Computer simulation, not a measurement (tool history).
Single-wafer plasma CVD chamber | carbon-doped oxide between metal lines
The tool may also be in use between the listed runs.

run    day  heater temperature setpoint (deg C)  chamber pressure (Torr)  RF power (kW)  deposition time (s)  mean film thickness on the monitor wafer (nm)
  1  0.000                                  345                     3.81          0.665                 27.4                                         185.08
  2  0.267                                  342                     4.05          0.690                 27.4                                         190.68
  3  0.575                                  340                     4.14          0.720                 27.4                                         198.10
  4  0.625                                  340                     3.49          0.720                 27.4                                         194.02
  5  0.646                                  340                     3.49          0.720                 28.3                                         200.39
  6  0.871                                  340                     3.49          0.720                 28.3                                         200.03
  7  1.125                                  338                     3.67          0.730                 28.3                                         205.80
  8  1.412                                  336                     3.74          0.730                 28.3                                         206.30

The next listed run, before its measurement:
  9  1.721                                  334                     3.84          0.735                 28.3                                              ?

mean film thickness on the monitor wafer (nm): 208.55
